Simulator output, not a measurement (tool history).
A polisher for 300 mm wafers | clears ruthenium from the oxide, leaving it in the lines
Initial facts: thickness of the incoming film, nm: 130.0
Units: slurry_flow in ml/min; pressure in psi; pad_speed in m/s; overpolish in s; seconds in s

run	hour	slurry_flow	pressure	pad_speed	overpolish	seconds
1	0.0	195	1.6	1.00	28	123.43
2	5.4	195	1.6	0.88	28	146.59
3	12.1	195	1.6	0.88	30	141.90
4	12.8	195	1.4	0.78	30	188.69
5	19.7	195	1.2	0.72	30	233.51
6	21.7	195	1.2	0.88	30	192.39
7	28.8	195	1.1	0.80	30	228.00
8	34.5	195	1.0	0.74	30	268.41
9	40.1	195	0.9	0.70	30	316.35
10	41.6	195	0.9	0.68	30	320.66

The next listed run, before its measurement:
11	45.0	190	0.7	0.52	30	?

Run 11 measured seconds 542.10 s.
